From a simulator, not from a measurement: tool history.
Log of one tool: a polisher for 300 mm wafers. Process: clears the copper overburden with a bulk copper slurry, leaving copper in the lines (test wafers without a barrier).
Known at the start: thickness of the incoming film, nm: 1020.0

run    day  flow of slurry (ml/min)  pressure of the wafer on the pad (kPa)  speed of the pad under the wafer (cm/s)  abrasive content of the slurry  overpolish time after the end point (s)  time until the end point was called (s)  dishing of a wide line in a test structure (nm)
  1      0                      140                                    18.6                                      128                               1                                       10                                   103.79                                            56.22
  2  0.108                      140                                      20                                      128                               1                                       11                                   97.419                                           64.997
  3  0.333                      140                                    20.7                                      128                               1                                       11                                   96.028                                           66.185
  4  0.642                      160                                    20.7                                      128                               1                                       11                                   93.776                                           68.167
  5  0.804                      140                                    20.7                                      128                               1                                       11                                   95.392                                           67.031
  6  0.862                      140                                    20.7                                      128                               1                                        7                                   95.573                                           46.832
  7  1.029                      135                                    21.4                                      128                               1                                        8                                   91.999                                           52.036

Run 8 comes next. What will it give?
  8  1.221                      135                                    22.1                                      128                               1                                        9                                        ?                                                ?

Run 8 gave time until the end point was called (s) 89.527, dishing of a wide line in a test structure (nm) 58.863.
